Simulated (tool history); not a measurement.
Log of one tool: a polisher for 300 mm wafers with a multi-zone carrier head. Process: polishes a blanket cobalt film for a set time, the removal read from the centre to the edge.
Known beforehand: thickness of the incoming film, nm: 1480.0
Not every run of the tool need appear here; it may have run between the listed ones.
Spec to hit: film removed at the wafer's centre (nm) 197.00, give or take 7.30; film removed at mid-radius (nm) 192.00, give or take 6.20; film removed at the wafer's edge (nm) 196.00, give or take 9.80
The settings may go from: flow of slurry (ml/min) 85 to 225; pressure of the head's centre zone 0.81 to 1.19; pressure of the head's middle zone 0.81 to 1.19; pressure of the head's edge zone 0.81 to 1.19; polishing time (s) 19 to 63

| run | hour | flow of slurry (ml/min) | pressure of the head's centre zone | pressure of the head's middle zone | pressure of the head's edge zone | polishing time (s) | film removed at the wafer's centre (nm) | film removed at mid-radius (nm) | film removed at the wafer's edge (nm) |
|---|---|---|---|---|---|---|---|---|---|
| 1 | 0.0 | 145 | 1.00 | 1.00 | 1.00 | 41 | 140.05 | 136.62 | 131.62 |
| 2 | 4.5 | 150 | 1.00 | 1.00 | 1.02 | 43 | 149.58 | 144.86 | 144.93 |
| 3 | 10.7 | 155 | 1.01 | 1.02 | 1.04 | 43 | 149.10 | 146.07 | 148.79 |
| 4 | 16.9 | 160 | 1.03 | 1.04 | 1.04 | 44 | 157.44 | 153.31 | 155.36 |
| 5 | 18.8 | 160 | 1.03 | 1.04 | 1.00 | 44 | 159.36 | 152.56 | 149.50 |
| 6 | 23.1 | 160 | 1.03 | 1.12 | 1.00 | 44 | 158.34 | 160.43 | 151.00 |
| 7 | 27.0 | 165 | 1.04 | 1.13 | 1.01 | 45 | 165.61 | 164.06 | 156.01 |
| 8 | 34.0 | 170 | 1.04 | 1.14 | 1.02 | 46 | 168.89 | 171.78 | 156.43 |
| 9 | 36.5 | 165 | 1.05 | 1.14 | 1.04 | 47 | 172.70 | 175.15 | 161.69 |
| 10 | 39.7 | 170 | 1.05 | 1.13 | 1.06 | 48 | 178.38 | 175.59 | 170.16 |
| 11 | 44.1 | 175 | 1.05 | 1.13 | 1.07 | 48 | 180.19 | 178.37 | 167.40 |
| 12 | 47.2 | 170 | 1.05 | 1.12 | 1.08 | 49 | 181.12 | 180.93 | 171.19 |

Which of these 5 next moves meets every target?
| A | 50.3 | 210 | 1.01 | 1.01 | 1.13 | 53 | ? | ? | ? |
| B | 50.3 | 185 | 1.09 | 1.03 | 1.02 | 51 | ? | ? | ? |
| C | 50.3 | 185 | 1.18 | 1.02 | 1.04 | 50 | ? | ? | ? |
| D | 50.3 | 165 | 1.05 | 0.95 | 1.19 | 54 | ? | ? | ? |
| E | 50.3 | 220 | 1.17 | 0.96 | 1.19 | 51 | ? | ? | ? |

| move | film removed at the wafer's centre (nm) | film removed at mid-radius (nm) | film removed at the wafer's edge (nm) |
|---|---|---|---|
| A | 198.98 | 192.45 | 191.14 |
| B | 201.02 | 183.60 | 174.11 |
| C | 212.10 | 178.93 | 171.99 |
| D | 200.99 | 182.13 | 193.34 |
| E | 220.85 | 181.04 | 188.88 |
A: hits every target within its allowed miss
B: closes in on the targets versus the last run, not all within tolerance yet
C: no better and no worse than the last run
D: corrects the largest miss of the last run, while another result sits out of spec
E: corrects the largest miss of the last run, while another result sits out of spec
The right move is A.
